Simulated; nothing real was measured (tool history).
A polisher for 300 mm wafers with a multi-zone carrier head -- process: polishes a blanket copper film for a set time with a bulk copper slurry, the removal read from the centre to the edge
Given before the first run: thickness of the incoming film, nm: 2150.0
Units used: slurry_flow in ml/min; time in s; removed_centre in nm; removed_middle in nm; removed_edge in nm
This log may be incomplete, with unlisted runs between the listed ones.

run,hour,slurry_flow,centre_zone,middle_zone,edge_zone,slurry_solids,time,removed_centre,removed_middle,removed_edge
1,0.0,145,1.00,1.00,1.00,1.0,43,514.63,471.52,464.18
2,6.9,120,1.00,1.00,1.00,1.0,43,486.08,450.17,452.23
3,11.5,120,1.00,1.00,1.00,1.1,43,494.33,472.31,456.59
4,20.5,140,1.00,1.03,1.00,1.1,43,508.69,503.69,474.82
5,26.8,140,1.00,1.07,1.00,1.1,43,516.97,519.41,470.01
6,29.8,155,1.00,1.09,1.00,1.1,43,526.81,539.92,475.75

Run 7 is up next; what results do you expect?
7,33.4,170,1.00,1.10,1.00,1.1,43,?,?,?

removed_centre: 540.75 nm
removed_middle: 560.52 nm
removed_edge: 487.92 nm
